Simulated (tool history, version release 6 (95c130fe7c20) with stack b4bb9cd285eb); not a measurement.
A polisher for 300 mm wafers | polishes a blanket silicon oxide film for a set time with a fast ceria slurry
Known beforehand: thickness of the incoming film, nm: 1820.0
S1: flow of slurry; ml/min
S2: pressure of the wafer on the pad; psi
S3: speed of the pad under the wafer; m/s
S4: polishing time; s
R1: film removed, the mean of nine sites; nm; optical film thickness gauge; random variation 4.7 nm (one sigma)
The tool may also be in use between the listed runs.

{"run": 1, "day": 0.0, "S1": 215, "S2": 2.1, "S3": 1.04, "S4": 29, "R1": 324.57}
{"run": 2, "day": 0.092, "S1": 215, "S2": 2.4, "S3": 1.04, "S4": 29, "R1": 379.58}
{"run": 3, "day": 0.142, "S1": 215, "S2": 2.2, "S3": 1.04, "S4": 29, "R1": 351.89}
{"run": 4, "day": 0.438, "S1": 215, "S2": 2.2, "S3": 1.04, "S4": 29, "R1": 346.08}
{"run": 5, "day": 0.721, "S1": 215, "S2": 2.3, "S3": 1.04, "S4": 29, "R1": 371.56}
{"run": 6, "day": 1.029, "S1": 215, "S2": 2.3, "S3": 1.04, "S4": 29, "R1": 365.2}
{"run": 7, "day": 1.208, "S1": 220, "S2": 2.4, "S3": 1.04, "S4": 29, "R1": 382.46}

Run 8 comes next. What will it give?
{"run": 8, "day": 1.392, "S1": 220, "S2": 2.5, "S3": 1.04, "S4": 29, "R1": "?"}

{"run 8": {"R1": 396.3}}
